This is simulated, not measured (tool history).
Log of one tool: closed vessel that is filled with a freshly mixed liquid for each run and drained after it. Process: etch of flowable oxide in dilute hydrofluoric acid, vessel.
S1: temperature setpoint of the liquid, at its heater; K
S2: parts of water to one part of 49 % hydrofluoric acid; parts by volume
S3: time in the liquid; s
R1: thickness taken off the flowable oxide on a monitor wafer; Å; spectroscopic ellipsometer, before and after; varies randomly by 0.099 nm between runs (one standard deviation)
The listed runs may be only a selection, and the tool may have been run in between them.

run    day      S1   S2   S3      R1
  1      0  293.15  205  165  171.17
  2  0.121  292.15  210  165  158.34
  3  0.317  290.15  210  165  148.92
  4  0.675  290.15  215  165  141.03
  5  0.896  290.15  215  180  154.18
  6  0.988  290.15  220  180  152.35

Expected results for the next run?
  7  1.117  290.15  225  180   ?

Run 7 produced R1 146 Å.

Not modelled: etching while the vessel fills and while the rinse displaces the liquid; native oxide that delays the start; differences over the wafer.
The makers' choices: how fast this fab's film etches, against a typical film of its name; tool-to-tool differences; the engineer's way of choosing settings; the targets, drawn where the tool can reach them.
